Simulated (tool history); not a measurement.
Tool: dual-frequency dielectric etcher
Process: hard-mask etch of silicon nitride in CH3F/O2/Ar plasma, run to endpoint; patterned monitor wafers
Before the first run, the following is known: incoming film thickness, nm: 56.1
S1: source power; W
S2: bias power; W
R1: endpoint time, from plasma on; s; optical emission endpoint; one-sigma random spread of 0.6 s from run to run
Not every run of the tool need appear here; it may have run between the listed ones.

run	hour	S1	S2	R1
1	0	280	65	108.43
2	2.8	250	60	117.62
3	8.5	250	66	112.98
4	12.1	220	63	121.01
5	14.6	250	63	114.97
6	19.2	220	61	122.92

What will run 7 give?
7	27.7	200	60	?

R1: 129.73 s
